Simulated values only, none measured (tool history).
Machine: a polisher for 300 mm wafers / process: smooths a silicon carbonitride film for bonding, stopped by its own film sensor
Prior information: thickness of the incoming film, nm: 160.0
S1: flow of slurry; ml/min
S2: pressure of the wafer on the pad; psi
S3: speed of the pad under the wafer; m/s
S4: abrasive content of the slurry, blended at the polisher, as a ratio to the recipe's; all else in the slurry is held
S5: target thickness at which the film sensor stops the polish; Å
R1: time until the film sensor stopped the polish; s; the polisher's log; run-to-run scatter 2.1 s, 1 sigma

| run | hour | S1 | S2 | S3 | S4 | S5 | R1 |
|---|---|---|---|---|---|---|---|
| 1 | 0.0 | 190 | 2.7 | 0.74 | 1.0 | 1150 | 204.53 |
| 2 | 7.3 | 155 | 2.7 | 0.74 | 1.0 | 1150 | 219.47 |
| 3 | 16.1 | 175 | 3.0 | 0.74 | 1.0 | 1150 | 195.57 |
| 4 | 23.8 | 175 | 3.0 | 0.60 | 1.0 | 1150 | 229.90 |
| 5 | 30.4 | 190 | 3.4 | 0.62 | 1.0 | 1150 | 194.10 |
| 6 | 33.0 | 190 | 3.4 | 0.72 | 1.0 | 1150 | 171.91 |
| 7 | 34.0 | 200 | 3.5 | 0.72 | 1.0 | 1150 | 175.84 |
| 8 | 38.6 | 200 | 3.7 | 0.74 | 1.0 | 1150 | 159.59 |

Run 9 is up next; what results do you expect?
| 9 | 46.2 | 200 | 3.8 | 0.74 | 1.0 | 1150 | ? |

Run 9 produced R1 157.60 s.
